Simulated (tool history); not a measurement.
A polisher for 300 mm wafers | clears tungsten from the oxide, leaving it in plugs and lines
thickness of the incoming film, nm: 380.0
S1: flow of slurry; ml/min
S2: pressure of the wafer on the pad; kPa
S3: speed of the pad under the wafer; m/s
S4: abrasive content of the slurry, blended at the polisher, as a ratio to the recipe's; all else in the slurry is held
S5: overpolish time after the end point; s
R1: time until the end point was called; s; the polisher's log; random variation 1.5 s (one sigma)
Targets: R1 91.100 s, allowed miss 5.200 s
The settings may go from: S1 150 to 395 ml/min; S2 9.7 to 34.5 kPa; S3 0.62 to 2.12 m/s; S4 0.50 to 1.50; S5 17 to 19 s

run  hour   S1    S2    S3    S4  S5      R1
  1   0.0  250  22.1  1.36  1.00  17  62.613
  2   7.7  290  22.1  1.36  1.00  17  60.292
  3  10.4  285  19.3  1.34  1.00  17  70.622
  4  14.4  285  19.3  1.34  1.10  17  67.177
  5  17.0  285  19.3  1.34  1.10  19  67.777
  6  24.0  285  17.2  1.32  1.10  19  74.221
  7  30.0  285  15.9  1.30  1.10  19  85.140
  8  32.1  280  15.9  1.30  1.10  19  83.349

4 next moves are on the table. One of them brings every result within its allowed miss. Which?
  A  34.2  350  13.1  1.34  0.90  17   ?
  B  34.2  365  15.2  1.26  1.05  19   ?
  C  34.2  300  16.5  1.30  1.25  18   ?
  D  34.2  275  17.9  1.30  1.10  17   ?

move      R1
   A  98.247
   B  87.374
   C  76.141
   D  73.513
A: takes the result that was furthest off past its target
B: meets every target
C: further off than the last run
D: further off than the last run
The right move is B.
